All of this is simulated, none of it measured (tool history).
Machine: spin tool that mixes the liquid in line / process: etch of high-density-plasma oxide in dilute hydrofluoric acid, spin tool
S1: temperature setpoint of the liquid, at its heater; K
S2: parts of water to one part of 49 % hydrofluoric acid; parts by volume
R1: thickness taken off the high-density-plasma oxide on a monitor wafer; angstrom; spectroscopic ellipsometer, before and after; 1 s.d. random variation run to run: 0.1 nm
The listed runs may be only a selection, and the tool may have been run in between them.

Run 1, hour 0.0: S1 296.15 K, S2 225 parts by volume, time under the liquid (s) 295. Result: R1 74.378 angstrom.
Run 2, hour 2.1: S1 296.15 K, S2 225 parts by volume, time under the liquid (s) 295. Result: R1 73.832 angstrom.
Run 3, hour 10.0: S1 296.15 K, S2 280 parts by volume, time under the liquid (s) 295. Result: R1 56.135 angstrom.
Run 4, hour 13.9: S1 296.15 K, S2 280 parts by volume, time under the liquid (s) 295. Result: R1 55.665 angstrom.
Run 5, hour 22.9: S1 298.15 K, S2 240 parts by volume, time under the liquid (s) 295. Result: R1 73.593 angstrom.
Run 6, hour 30.3: S1 299.65 K, S2 210 parts by volume, time under the liquid (s) 295. Result: R1 91.390 angstrom.
Run 7, hour 32.6: S1 303.65 K, S2 120 parts by volume, time under the liquid (s) 295. Result: R1 205.580 angstrom.
Run 8, hour 34.5: S1 299.65 K, S2 120 parts by volume, time under the liquid (s) 295. Result: R1 178.200 angstrom.
Run 9, hour 39.7: S1 299.15 K, S2 120 parts by volume, time under the liquid (s) 295. Result: R1 173.190 angstrom.

Expected results for the next run?
Run 10, hour 44.4: S1 298.65 K, S2 120 parts by volume, time under the liquid (s) 295. Result: R1 ?.

Run 10 produced R1 171.730 angstrom.
